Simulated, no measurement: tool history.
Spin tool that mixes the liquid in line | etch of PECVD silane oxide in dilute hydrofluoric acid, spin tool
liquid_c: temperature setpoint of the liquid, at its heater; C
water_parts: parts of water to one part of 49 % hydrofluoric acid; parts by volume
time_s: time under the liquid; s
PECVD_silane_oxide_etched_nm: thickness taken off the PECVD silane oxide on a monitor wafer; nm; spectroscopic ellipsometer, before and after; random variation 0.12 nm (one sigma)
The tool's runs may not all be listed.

run,hour,liquid_c,water_parts,time_s,PECVD_silane_oxide_etched_nm
1,0.0,23.0,170,100,23.104
2,5.1,25.0,170,100,24.953
3,9.9,25.0,170,100,24.876
4,11.7,26.5,160,100,28.427
5,12.4,23.5,160,100,25.272
6,13.1,25.5,150,100,29.663
7,18.4,27.0,145,100,32.531
8,27.4,28.0,140,100,34.976
9,35.6,28.5,140,100,35.852

Forecast run 10:
10,42.4,29.0,140,100,?

PECVD_silane_oxide_etched_nm: 36.541 nm

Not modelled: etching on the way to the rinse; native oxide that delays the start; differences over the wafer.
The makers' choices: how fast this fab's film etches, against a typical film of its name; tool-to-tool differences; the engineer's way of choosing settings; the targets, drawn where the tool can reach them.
